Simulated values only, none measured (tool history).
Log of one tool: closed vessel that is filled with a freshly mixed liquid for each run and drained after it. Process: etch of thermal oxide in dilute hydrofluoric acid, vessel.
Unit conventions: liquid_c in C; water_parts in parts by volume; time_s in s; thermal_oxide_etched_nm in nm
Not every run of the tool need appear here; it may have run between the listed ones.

{"run": 1, "day": 0.0, "liquid_c": 26.0, "water_parts": 210, "time_s": 310, "thermal_oxide_etched_nm": 6.8703}
{"run": 2, "day": 0.229, "liquid_c": 28.0, "water_parts": 200, "time_s": 310, "thermal_oxide_etched_nm": 7.8362}
{"run": 3, "day": 0.475, "liquid_c": 26.5, "water_parts": 200, "time_s": 310, "thermal_oxide_etched_nm": 7.4739}
{"run": 4, "day": 0.592, "liquid_c": 26.5, "water_parts": 230, "time_s": 310, "thermal_oxide_etched_nm": 6.2687}
{"run": 5, "day": 0.842, "liquid_c": 28.5, "water_parts": 215, "time_s": 310, "thermal_oxide_etched_nm": 7.2838}
{"run": 6, "day": 1.142, "liquid_c": 30.0, "water_parts": 205, "time_s": 310, "thermal_oxide_etched_nm": 8.2098}

Run 7 comes next. What will it give?
{"run": 7, "day": 1.383, "liquid_c": 30.0, "water_parts": 205, "time_s": 310, "thermal_oxide_etched_nm": "?"}

{"run 7": {"thermal_oxide_etched_nm": 8.2192}}
